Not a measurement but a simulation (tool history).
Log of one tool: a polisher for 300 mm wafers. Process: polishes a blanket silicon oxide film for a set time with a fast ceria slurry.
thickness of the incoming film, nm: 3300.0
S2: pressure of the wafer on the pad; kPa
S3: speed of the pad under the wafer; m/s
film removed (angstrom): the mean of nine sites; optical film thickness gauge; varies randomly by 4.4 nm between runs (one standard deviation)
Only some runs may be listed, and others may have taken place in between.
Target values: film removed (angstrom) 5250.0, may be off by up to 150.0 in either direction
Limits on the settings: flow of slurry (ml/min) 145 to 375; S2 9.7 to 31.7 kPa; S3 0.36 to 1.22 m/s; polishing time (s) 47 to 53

run 1 day=0.000 | flow_of_slurry_(ml/min)=240 S2=20.7 S3=0.78 polishing_time_(s)=53 | film_removed_(angstrom)=5685.1
run 2 day=0.200 | flow_of_slurry_(ml/min)=240 S2=20.7 S3=0.88 polishing_time_(s)=53 | film_removed_(angstrom)=6333.2
run 3 day=0.242 | flow_of_slurry_(ml/min)=240 S2=20.7 S3=0.96 polishing_time_(s)=53 | film_removed_(angstrom)=6812.3
run 4 day=0.438 | flow_of_slurry_(ml/min)=240 S2=20.7 S3=0.96 polishing_time_(s)=53 | film_removed_(angstrom)=6895.3
run 5 day=0.646 | flow_of_slurry_(ml/min)=240 S2=20.0 S3=0.96 polishing_time_(s)=53 | film_removed_(angstrom)=6721.8
run 6 day=0.754 | flow_of_slurry_(ml/min)=240 S2=19.3 S3=0.96 polishing_time_(s)=53 | film_removed_(angstrom)=6434.8
run 7 day=0.862 | flow_of_slurry_(ml/min)=240 S2=18.6 S3=0.96 polishing_time_(s)=53 | film_removed_(angstrom)=6236.3
run 8 day=1.133 | flow_of_slurry_(ml/min)=240 S2=17.9 S3=0.96 polishing_time_(s)=53 | film_removed_(angstrom)=6109.7
run 9 day=1.429 | flow_of_slurry_(ml/min)=240 S2=17.2 S3=0.96 polishing_time_(s)=53 | film_removed_(angstrom)=5950.9

Below are 4 possible settings for the next run. Only one of them brings all results inside the allowed miss of their targets. Which is it?
run A day=1.725 | flow_of_slurry_(ml/min)=220 S2=24.1 S3=0.90 polishing_time_(s)=53 | film_removed_(angstrom)=?
run B day=1.725 | flow_of_slurry_(ml/min)=230 S2=14.5 S3=1.00 polishing_time_(s)=49 | film_removed_(angstrom)=?
run C day=1.725 | flow_of_slurry_(ml/min)=245 S2=16.5 S3=0.94 polishing_time_(s)=50 | film_removed_(angstrom)=?
run D day=1.725 | flow_of_slurry_(ml/min)=290 S2=17.9 S3=0.84 polishing_time_(s)=53 | film_removed_(angstrom)=?

move=A film_removed_(angstrom)=7324.9
move=B film_removed_(angstrom)=4970.4
move=C film_removed_(angstrom)=5346.9
move=D film_removed_(angstrom)=5546.7
A: lands further from the targets than the last run did
B: moves the result that the last run missed by most past its target, out the other side
C: every result within its allowed miss
D: nearer the targets than the last run, but a result is still out of spec
C is the move that brings every result within its allowed miss.

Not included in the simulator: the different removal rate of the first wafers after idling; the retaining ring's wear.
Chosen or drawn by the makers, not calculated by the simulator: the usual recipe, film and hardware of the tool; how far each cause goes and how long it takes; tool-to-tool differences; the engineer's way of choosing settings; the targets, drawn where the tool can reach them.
